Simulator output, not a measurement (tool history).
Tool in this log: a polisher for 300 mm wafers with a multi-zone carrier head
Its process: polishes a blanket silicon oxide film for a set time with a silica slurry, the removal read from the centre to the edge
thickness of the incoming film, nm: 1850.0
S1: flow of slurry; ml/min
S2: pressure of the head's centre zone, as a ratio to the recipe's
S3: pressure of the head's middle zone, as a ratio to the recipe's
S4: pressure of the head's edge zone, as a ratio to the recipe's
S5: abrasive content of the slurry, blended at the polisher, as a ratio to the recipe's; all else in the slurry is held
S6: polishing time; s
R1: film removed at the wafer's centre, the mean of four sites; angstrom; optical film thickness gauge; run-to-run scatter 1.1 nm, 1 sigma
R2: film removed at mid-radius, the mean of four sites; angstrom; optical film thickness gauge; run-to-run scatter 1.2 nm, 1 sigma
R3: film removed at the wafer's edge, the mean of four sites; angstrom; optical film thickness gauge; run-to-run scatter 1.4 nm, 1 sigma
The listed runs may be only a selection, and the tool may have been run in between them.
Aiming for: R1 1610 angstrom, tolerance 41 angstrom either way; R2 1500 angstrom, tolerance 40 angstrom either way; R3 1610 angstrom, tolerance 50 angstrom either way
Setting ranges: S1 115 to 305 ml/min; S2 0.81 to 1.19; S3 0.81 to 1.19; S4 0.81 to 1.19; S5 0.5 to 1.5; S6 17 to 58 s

run	hour	S1	S2	S3	S4	S5	S6	R1	R2	R3
1	0	195	1	1	1	1	37	1019.8	987.23	1045.1
2	1.8	195	1	1	0.95	1	37	1008.4	984.4	1012.6
3	4.3	195	1	1	0.95	1.1	37	1050.7	1026.1	1036.8
4	11	205	1.01	1.01	1.02	1.25	39	1161.7	1138	1179.4
5	13.1	255	1.01	1.01	1.02	1.25	39	1209.7	1168.3	1210.3
6	14.4	255	1.03	1.02	1.06	1.35	41	1320.2	1286.5	1325.9
7	23.2	255	1.05	1.01	1.09	1.4	42	1402.2	1294.6	1363.9
# hour 31.3: slurry nozzle cleaned
8	31.3	270	1.03	1.02	1.16	1.5	47	1647.4	1554.9	1687.7

Which one of the following 4 next-run settings gets every result inside its allowed miss? There is exactly one.
A	39.4	240	1.05	1.02	1.13	1.25	48	?	?	?
B	39.4	250	1.04	0.98	1.16	1.35	46	?	?	?
C	39.4	225	0.97	0.94	1.15	1.5	49	?	?	?
D	39.4	190	1.04	1.07	1.19	1.5	48	?	?	?

move	R1	R2	R3
A	1599.6	1508.2	1610.3
B	1560.5	1435.8	1606.5
C	1582.4	1509.2	1745.7
D	1631.2	1620.7	1715.9
A: every result lands within tolerance
B: gets the furthest-off result to its target, but another result is out of tolerance
C: its largest miss is bigger than the last run's
D: its largest miss is bigger than the last run's
So the answer is move A, the one that meets all the targets.
